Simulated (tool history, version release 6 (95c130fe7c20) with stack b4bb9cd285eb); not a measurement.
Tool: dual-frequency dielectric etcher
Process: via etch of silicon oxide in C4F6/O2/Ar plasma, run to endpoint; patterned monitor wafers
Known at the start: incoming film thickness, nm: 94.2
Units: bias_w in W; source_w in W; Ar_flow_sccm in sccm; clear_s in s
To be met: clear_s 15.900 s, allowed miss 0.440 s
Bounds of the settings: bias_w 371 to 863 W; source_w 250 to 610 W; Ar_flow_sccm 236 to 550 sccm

run  hour  bias_w  source_w  Ar_flow_sccm  clear_s
  1   0.0     617       430           393   17.895
  2   4.3     655       440           391   17.520
  3   6.2     688       450           388   16.952
  4   8.5     709       460           386   16.718
  5  11.4     709       420           386   17.853
  6  12.3     716       440           384   17.112
  7  14.9     731       450           382   16.689
  8  18.4     746       460           381   16.693

5 next moves are on the table. One of them brings every result within its allowed miss. Which?
  A  21.9     712       460           398        ?
  B  21.9     741       500           386        ?
  C  21.9     738       460           451        ?
  D  21.9     665       560           314        ?
  E  21.9     852       400           398        ?

move  clear_s
   A   16.479
   B   15.550
   C   16.543
   D   14.772
   E   16.943
A: nearer than the last run, and not there yet
B: meets every target
C: nearer than the last run, and not there yet
D: takes the result that was furthest off past its target
E: further off than the last run
The right move is B.
